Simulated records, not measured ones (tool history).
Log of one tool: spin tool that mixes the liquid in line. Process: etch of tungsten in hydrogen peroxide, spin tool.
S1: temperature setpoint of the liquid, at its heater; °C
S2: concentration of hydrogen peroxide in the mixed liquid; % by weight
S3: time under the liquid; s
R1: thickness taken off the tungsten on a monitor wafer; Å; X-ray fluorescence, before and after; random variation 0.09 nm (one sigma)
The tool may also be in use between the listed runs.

run	hour	S1	S2	S3	R1
1	0	45	21.5	15	232.09
2	8.4	45	24	15	247.21
3	14.9	43.5	24	15	224.73
4	21.9	42	24	15	203.27
5	24.5	47.5	24	15	291.79
6	26.6	47.5	24	15	284.99

Forecast run 7:
7	32.5	39.5	24	15	?

{"run 7": {"R1": 174.22}}
